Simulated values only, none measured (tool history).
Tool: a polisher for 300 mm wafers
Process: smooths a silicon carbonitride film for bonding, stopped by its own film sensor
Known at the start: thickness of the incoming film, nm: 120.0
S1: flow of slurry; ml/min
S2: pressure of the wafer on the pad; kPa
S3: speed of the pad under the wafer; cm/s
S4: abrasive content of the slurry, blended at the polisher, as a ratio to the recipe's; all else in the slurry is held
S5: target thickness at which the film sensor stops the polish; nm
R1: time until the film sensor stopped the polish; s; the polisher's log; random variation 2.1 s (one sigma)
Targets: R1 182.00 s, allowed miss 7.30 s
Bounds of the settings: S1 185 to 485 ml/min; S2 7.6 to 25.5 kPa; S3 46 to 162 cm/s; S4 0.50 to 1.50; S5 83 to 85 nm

run	hour	S1	S2	S3	S4	S5	R1
1	0.0	310	16.5	104	1.00	85	154.22
2	1.4	310	19.3	104	1.00	85	131.55
3	8.7	310	19.3	104	1.00	85	132.84
4	16.2	310	19.3	126	1.00	85	118.54
5	20.3	310	19.3	142	1.00	85	110.24
6	26.3	310	17.2	140	1.00	85	121.68
7	31.6	310	15.2	138	1.00	85	136.48
# hour 37.0: worn pad replaced by a new one
8	37.0	310	13.8	136	1.00	85	137.52
9	39.3	310	12.4	132	1.00	85	157.31
10	47.5	310	11.7	132	1.00	85	168.48

5 next moves are on the table. One of them brings every result within its allowed miss. Which?
A	55.7	195	13.1	134	1.15	83	?
B	55.7	265	11.0	162	0.95	85	?
C	55.7	335	10.3	132	1.10	84	?
D	55.7	330	11.7	130	1.15	85	?
E	55.7	370	13.1	110	1.20	83	?

move	R1
A	146.53
B	158.63
C	176.25
D	149.74
E	152.70
A: further off than the last run
B: further off than the last run
C: meets every target
D: further off than the last run
E: further off than the last run
Move C is the one to make.
